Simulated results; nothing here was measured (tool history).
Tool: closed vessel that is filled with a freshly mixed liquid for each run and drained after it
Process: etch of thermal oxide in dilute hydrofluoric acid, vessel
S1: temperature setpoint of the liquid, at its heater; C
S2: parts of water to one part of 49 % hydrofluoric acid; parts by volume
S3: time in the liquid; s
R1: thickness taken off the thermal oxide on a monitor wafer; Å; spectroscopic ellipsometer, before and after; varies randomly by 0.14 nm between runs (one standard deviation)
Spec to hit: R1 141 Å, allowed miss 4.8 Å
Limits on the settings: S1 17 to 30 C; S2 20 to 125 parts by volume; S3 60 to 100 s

{"run": 1, "hour": 0.0, "S1": 22, "S2": 70, "S3": 100, "R1": 71.693}
{"run": 2, "hour": 7.9, "S1": 22, "S2": 95, "S3": 100, "R1": 52.051}
{"run": 3, "hour": 14.3, "S1": 23.5, "S2": 85, "S3": 100, "R1": 61.314}
{"run": 4, "hour": 23.4, "S1": 23.5, "S2": 85, "S3": 60, "R1": 36.762}
{"run": 5, "hour": 25.7, "S1": 22.5, "S2": 75, "S3": 60, "R1": 40.543}
{"run": 6, "hour": 30.1, "S1": 22.5, "S2": 75, "S3": 60, "R1": 41.372}
{"run": 7, "hour": 38.5, "S1": 24, "S2": 65, "S3": 65, "R1": 54.524}
{"run": 8, "hour": 45.5, "S1": 25, "S2": 55, "S3": 70, "R1": 72.992}
{"run": 9, "hour": 51.9, "S1": 26, "S2": 50, "S3": 70, "R1": 85.393}
{"run": 10, "hour": 54.0, "S1": 26.5, "S2": 45, "S3": 70, "R1": 95.811}
{"run": 11, "hour": 59.6, "S1": 27, "S2": 45, "S3": 70, "R1": 96.49}
{"run": 12, "hour": 60.7, "S1": 27.5, "S2": 40, "S3": 70, "R1": 112.89}
{"run": 13, "hour": 62.9, "S1": 28, "S2": 40, "S3": 70, "R1": 113.97}
{"run": 14, "hour": 71.9, "S1": 28.5, "S2": 40, "S3": 70, "R1": 117.54}
{"run": 15, "hour": 78.8, "S1": 29, "S2": 40, "S3": 70, "R1": 120.85}

Below are 4 possible settings for the next run. Only one of them brings all results inside the allowed miss of their targets. Which is it?
{"run": "A", "hour": 85.7, "S1": 29.5, "S2": 35, "S3": 75, "R1": "?"}
{"run": "B", "hour": 85.7, "S1": 27, "S2": 40, "S3": 95, "R1": "?"}
{"run": "C", "hour": 85.7, "S1": 29, "S2": 45, "S3": 85, "R1": "?"}
{"run": "D", "hour": 85.7, "S1": 30, "S2": 45, "S3": 90, "R1": "?"}

move=A R1=154.09
move=B R1=153.28
move=C R1=131.12
move=D R1=144.44
A: pushes the last run's worst result past its target
B: pushes the last run's worst result past its target
C: better than the last run, though not everything is in spec
D: each result inside its tolerance
The move that meets every target is D.

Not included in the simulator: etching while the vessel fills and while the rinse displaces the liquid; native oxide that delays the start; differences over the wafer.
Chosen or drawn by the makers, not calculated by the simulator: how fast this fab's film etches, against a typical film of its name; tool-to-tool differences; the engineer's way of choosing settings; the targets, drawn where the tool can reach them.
